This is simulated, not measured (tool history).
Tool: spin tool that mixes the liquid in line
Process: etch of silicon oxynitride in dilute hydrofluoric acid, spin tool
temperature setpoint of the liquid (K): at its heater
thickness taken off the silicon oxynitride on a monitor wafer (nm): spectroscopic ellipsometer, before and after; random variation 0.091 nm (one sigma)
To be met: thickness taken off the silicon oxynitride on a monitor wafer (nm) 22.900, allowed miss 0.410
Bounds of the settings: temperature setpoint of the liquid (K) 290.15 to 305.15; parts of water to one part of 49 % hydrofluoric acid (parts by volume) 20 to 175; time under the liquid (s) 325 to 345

run	hour	temperature setpoint of the liquid (K)	parts of water to one part of 49 % hydrofluoric acid (parts by volume)	time under the liquid (s)	thickness taken off the silicon oxynitride on a monitor wafer (nm)
1	0.0	297.15	95	325	16.421
2	6.0	297.15	95	325	16.442
3	8.6	297.15	115	325	13.392
4	15.5	298.65	115	325	14.311
5	18.2	300.65	110	325	16.350
6	26.3	300.65	140	325	12.597
7	28.9	302.15	125	325	15.316
8	32.6	303.15	115	325	17.600
9	36.9	303.65	110	325	18.850
10	41.9	304.15	105	325	20.293
11	43.6	305.15	95	325	23.640

Which of these 4 next moves meets every target?
A	45.3	305.15	100	335	?
B	45.3	305.15	95	330	?
C	45.3	304.15	90	325	?
D	45.3	304.65	95	335	?

move	thickness taken off the silicon oxynitride on a monitor wafer (nm)
A	23.010
B	23.989
C	23.982
D	23.819
A: meets every target
B: further off than the last run
C: further off than the last run
D: further off than the last run
Answer: A
